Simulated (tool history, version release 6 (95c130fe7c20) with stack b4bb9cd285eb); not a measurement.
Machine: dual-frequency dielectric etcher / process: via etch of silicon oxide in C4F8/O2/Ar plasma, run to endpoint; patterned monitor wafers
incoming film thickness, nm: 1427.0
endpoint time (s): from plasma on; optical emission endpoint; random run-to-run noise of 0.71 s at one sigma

{"run": 1, "day": 0.0, "source power (kW)": 2.05, "bias power (kW)": 2.702, "endpoint time (s)": 231.88}
{"run": 2, "day": 0.142, "source power (kW)": 2.15, "bias power (kW)": 2.758, "endpoint time (s)": 224.08}
{"run": 3, "day": 0.242, "source power (kW)": 2.23, "bias power (kW)": 2.787, "endpoint time (s)": 219.66}
{"run": 4, "day": 0.292, "source power (kW)": 2.23, "bias power (kW)": 3.235, "endpoint time (s)": 208.96}
{"run": 5, "day": 0.471, "source power (kW)": 1.89, "bias power (kW)": 3.235, "endpoint time (s)": 227.01}
{"run": 6, "day": 0.571, "source power (kW)": 1.89, "bias power (kW)": 2.797, "endpoint time (s)": 238.99}
{"run": 7, "day": 0.908, "source power (kW)": 2, "bias power (kW)": 2.834, "endpoint time (s)": 231.06}
{"run": 8, "day": 1.071, "source power (kW)": 2.09, "bias power (kW)": 2.867, "endpoint time (s)": 225.15}
{"run": 9, "day": 1.2, "source power (kW)": 2.17, "bias power (kW)": 2.895, "endpoint time (s)": 219.81}
{"run": 10, "day": 1.246, "source power (kW)": 2.23, "bias power (kW)": 2.917, "endpoint time (s)": 217.18}
{"run": 11, "day": 1.346, "source power (kW)": 2.23, "bias power (kW)": 2.917, "endpoint time (s)": 216.82}

Estimate the outcome of run 12 from the log above:
{"run": 12, "day": 1.471, "source power (kW)": 2.29, "bias power (kW)": 2.938, "endpoint time (s)": "?"}

{"run 12": {"endpoint time (s)": 213.59}}

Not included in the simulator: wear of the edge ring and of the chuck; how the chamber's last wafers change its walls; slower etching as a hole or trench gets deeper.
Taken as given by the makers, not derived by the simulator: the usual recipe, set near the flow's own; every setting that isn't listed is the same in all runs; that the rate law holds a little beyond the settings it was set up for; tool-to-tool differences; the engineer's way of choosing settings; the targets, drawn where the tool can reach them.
